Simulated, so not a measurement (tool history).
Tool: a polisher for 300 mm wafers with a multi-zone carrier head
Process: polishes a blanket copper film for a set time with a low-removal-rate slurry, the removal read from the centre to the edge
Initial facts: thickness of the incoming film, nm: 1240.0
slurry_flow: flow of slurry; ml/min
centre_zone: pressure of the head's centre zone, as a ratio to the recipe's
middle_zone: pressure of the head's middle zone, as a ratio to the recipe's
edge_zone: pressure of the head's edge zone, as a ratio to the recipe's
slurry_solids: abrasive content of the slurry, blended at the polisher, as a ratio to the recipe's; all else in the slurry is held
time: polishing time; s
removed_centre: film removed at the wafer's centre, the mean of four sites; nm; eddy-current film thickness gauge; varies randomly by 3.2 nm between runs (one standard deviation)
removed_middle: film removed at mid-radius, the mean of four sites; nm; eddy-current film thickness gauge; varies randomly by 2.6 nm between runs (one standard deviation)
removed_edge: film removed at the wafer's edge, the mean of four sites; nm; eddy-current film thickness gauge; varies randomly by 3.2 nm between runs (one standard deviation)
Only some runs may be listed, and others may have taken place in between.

run  hour  slurry_flow  centre_zone  middle_zone  edge_zone  slurry_solids  time  removed_centre  removed_middle  removed_edge
  1   0.0          130         1.00         1.00       1.00           1.00    53          211.44          209.27        212.07
  2   6.6          130         1.00         1.03       1.00           1.00    53          216.36          216.89        208.77
  3   9.0          130         1.00         1.03       1.00           1.10    53          218.37          229.89        215.89
  4  11.4          145         1.06         1.06       1.01           1.15    54          247.72          243.33        226.27
  5  18.8          155         1.10         1.09       1.01           1.25    54          266.10          259.63        237.68
  6  26.0          165         1.13         1.11       0.98           1.30    54          281.44          270.50        237.33
  7  34.6          175         1.15         1.13       0.97           1.35    54          290.56          278.26        236.64
  8  38.3          180         1.16         1.14       0.97           1.40    55          308.44          288.81        243.54
  9  44.5          185         1.16         1.15       0.97           1.45    55          312.49          298.64        253.31
 10  50.8          190         1.17         1.16       0.96           1.45    55          317.82          307.40        247.07
 11  57.6          190         1.17         1.16       0.96           1.45    55          309.62          307.80        248.29

What will run 12 give?
 12  65.2          190         1.18         1.15       0.95           1.45    55               ?               ?             ?

removed_centre: 318.77 nm
removed_middle: 298.56 nm
removed_edge: 248.07 nm
